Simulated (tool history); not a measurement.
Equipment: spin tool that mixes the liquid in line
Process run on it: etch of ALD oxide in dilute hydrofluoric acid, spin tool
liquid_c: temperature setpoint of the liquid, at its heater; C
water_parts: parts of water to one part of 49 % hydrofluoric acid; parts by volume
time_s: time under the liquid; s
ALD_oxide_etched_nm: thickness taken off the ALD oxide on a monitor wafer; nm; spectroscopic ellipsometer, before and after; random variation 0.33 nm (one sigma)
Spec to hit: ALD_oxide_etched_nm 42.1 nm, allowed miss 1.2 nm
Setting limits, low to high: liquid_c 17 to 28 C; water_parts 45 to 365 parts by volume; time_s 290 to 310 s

run,hour,liquid_c,water_parts,time_s,ALD_oxide_etched_nm
1,0,20,205,290,25.907
2,7.1,20,160,290,34.73
3,10.8,20,220,290,23.614
4,14.8,21.5,210,290,26.417
5,16.4,22.5,200,290,29.15
6,23.9,22.5,260,290,21.183
7,27.1,26.5,180,290,38.7
8,36,27,180,290,39.487
# hour 37.9: hydrofluoric acid flow meter replaced
9,37.9,27.5,175,290,37.12
10,45.9,27.5,170,290,38.401
11,52.6,27.5,165,290,39.363

5 next moves are on the table. One of them brings every result within its allowed miss. Which?
A,59.3,28,160,310,?
B,59.3,26.5,165,290,?
C,59.3,27.5,185,290,?
D,59.3,28,175,300,?
E,59.3,28,170,310,?

move,ALD_oxide_etched_nm
A,45.002
B,38.407
C,34.692
D,39.093
E,41.838
A: the result that was furthest off in the last run now lies on the other side of its target
B: the biggest miss grows against the last run
C: the biggest miss grows against the last run
D: the biggest miss grows against the last run
E: all results in spec
E is the move that brings every result within its allowed miss.
